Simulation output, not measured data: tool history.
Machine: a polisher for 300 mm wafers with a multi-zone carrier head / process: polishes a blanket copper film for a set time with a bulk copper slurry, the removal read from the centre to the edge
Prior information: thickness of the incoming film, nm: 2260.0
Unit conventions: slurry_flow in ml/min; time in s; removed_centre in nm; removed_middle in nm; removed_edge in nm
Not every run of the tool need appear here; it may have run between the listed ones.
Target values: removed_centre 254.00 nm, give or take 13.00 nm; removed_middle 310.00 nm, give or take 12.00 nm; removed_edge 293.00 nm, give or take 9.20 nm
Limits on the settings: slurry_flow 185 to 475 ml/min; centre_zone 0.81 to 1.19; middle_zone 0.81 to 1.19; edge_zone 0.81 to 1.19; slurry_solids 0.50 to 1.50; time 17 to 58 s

run    day  slurry_flow  centre_zone  middle_zone  edge_zone  slurry_solids  time  removed_centre  removed_middle  removed_edge
  1  0.000          305         1.00         1.00       1.00           1.00    37          546.97          547.68        551.94
  2  0.121          305         1.00         1.00       1.00           1.20    37          572.06          564.06        555.29
  3  0.496          355         1.00         1.00       1.00           1.20    37          577.89          580.76        563.73
  4  0.600          345         0.98         1.00       0.98           1.15    34          524.76          532.55        516.94
  5  0.917          290         0.98         1.00       0.98           1.15    34          519.20          514.97        508.68
  6  1.125          290         0.98         0.94       0.98           1.15    34          513.02          481.84        506.30
  7  1.238          280         0.95         0.96       0.96           1.05    31          448.82          452.60        454.29
  8  1.433          280         0.93         0.96       0.95           1.00    29          401.07          415.30        416.14
  9  1.750          280         0.92         0.96       0.94           0.95    28          396.25          398.03        398.61
 10  1.921          275         0.90         0.98       0.95           0.90    27          370.48          386.30        386.78
 11  2.208          255         0.81         1.06       0.89           0.65    19          224.64          275.08        246.10
 12  2.442          260         0.82         1.06       0.92           0.65    19          227.44          278.90        249.74
 13  2.675          260         0.82         1.06       0.92           0.65    19          225.05          277.17        252.09
 14  2.779          260         0.82         1.06       0.92           0.65    19          225.24          279.12        253.81
 15  2.942          265         0.83         1.06       0.94           0.65    19          220.50          272.67        256.61
 16  3.058          265         0.84         1.06       0.94           0.70    19          237.04          282.94        261.39

Exercise: of the 4 proposed moves below, exactly one satisfies all targets within the stated allowed misses. Which move is it?
  A  3.175          255         0.81         0.93       1.09           0.80    19               ?               ?             ?
  B  3.175          230         0.90         1.08       0.95           0.95    22               ?               ?             ?
  C  3.175          325         0.81         1.01       0.92           0.75    21               ?               ?             ?
  D  3.175          260         0.86         1.09       0.93           0.80    23               ?               ?             ?

move  removed_centre  removed_middle  removed_edge
   A          223.60          254.34        280.62
   B          285.84          337.58        311.31
   C          252.13          306.45        293.01
   D          285.67          352.86        318.97
A: its largest miss is bigger than the last run's
B: takes the biggest miss from the last run beyond its target
C: every result lands within tolerance
D: takes the biggest miss from the last run beyond its target
The right move is C.
